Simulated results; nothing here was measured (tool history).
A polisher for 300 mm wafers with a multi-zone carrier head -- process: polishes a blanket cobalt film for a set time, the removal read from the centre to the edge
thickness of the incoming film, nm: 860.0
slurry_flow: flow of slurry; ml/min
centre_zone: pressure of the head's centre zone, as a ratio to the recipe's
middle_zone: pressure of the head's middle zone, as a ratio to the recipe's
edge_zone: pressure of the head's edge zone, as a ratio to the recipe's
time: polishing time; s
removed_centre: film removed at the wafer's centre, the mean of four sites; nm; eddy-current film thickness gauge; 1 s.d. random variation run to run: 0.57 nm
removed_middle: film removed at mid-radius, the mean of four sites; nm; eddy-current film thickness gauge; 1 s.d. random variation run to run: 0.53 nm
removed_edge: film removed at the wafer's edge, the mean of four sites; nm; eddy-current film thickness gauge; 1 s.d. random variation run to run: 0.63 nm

run 1 hour=0 | slurry_flow=280 centre_zone=1 middle_zone=1 edge_zone=1 time=39 | removed_centre=111.89 removed_middle=113.33 removed_edge=114.04
run 2 hour=6.4 | slurry_flow=280 centre_zone=1 middle_zone=1 edge_zone=1.04 time=39 | removed_centre=112.25 removed_middle=112.07 removed_edge=116.3
run 3 hour=10.3 | slurry_flow=280 centre_zone=1 middle_zone=1 edge_zone=1.04 time=32 | removed_centre=92.466 removed_middle=92.985 removed_edge=96.114
run 4 hour=14.8 | slurry_flow=275 centre_zone=0.99 middle_zone=0.98 edge_zone=1.01 time=30 | removed_centre=85.842 removed_middle=85.602 removed_edge=88.446
run 5 hour=20 | slurry_flow=275 centre_zone=0.95 middle_zone=0.98 edge_zone=1.01 time=30 | removed_centre=83.105 removed_middle=85.319 removed_edge=88.378
run 6 hour=23.1 | slurry_flow=275 centre_zone=0.95 middle_zone=0.98 edge_zone=1.04 time=30 | removed_centre=82.114 removed_middle=84.625 removed_edge=88.1
run 7 hour=31.8 | slurry_flow=270 centre_zone=0.93 middle_zone=0.96 edge_zone=1.01 time=29 | removed_centre=77.515 removed_middle=80.286 removed_edge=85.412
run 8 hour=32.4 | slurry_flow=275 centre_zone=0.93 middle_zone=0.95 edge_zone=0.99 time=28 | removed_centre=74.462 removed_middle=78.415 removed_edge=81.567
run 9 hour=36 | slurry_flow=270 centre_zone=0.93 middle_zone=0.93 edge_zone=0.97 time=27 | removed_centre=73.645 removed_middle=72.906 removed_edge=77.591
run 10 hour=38.5 | slurry_flow=270 centre_zone=0.93 middle_zone=0.93 edge_zone=0.97 time=27 | removed_centre=73.309 removed_middle=72.762 removed_edge=78.987
run 11 hour=44.6 | slurry_flow=270 centre_zone=0.92 middle_zone=0.93 edge_zone=0.95 time=26 | removed_centre=69.1 removed_middle=71.308 removed_edge=74.85
run 12 hour=45.7 | slurry_flow=265 centre_zone=0.92 middle_zone=0.92 edge_zone=0.93 time=26 | removed_centre=69.065 removed_middle=69.017 removed_edge=74.017

What does the tool deliver on the next run?
run 13 hour=46.9 | slurry_flow=235 centre_zone=0.87 middle_zone=0.94 edge_zone=0.83 time=25 | removed_centre=? removed_middle=? removed_edge=?

Run 13 measured removed_centre 61.954 nm, removed_middle 67.08 nm, removed_edge 68.034 nm.
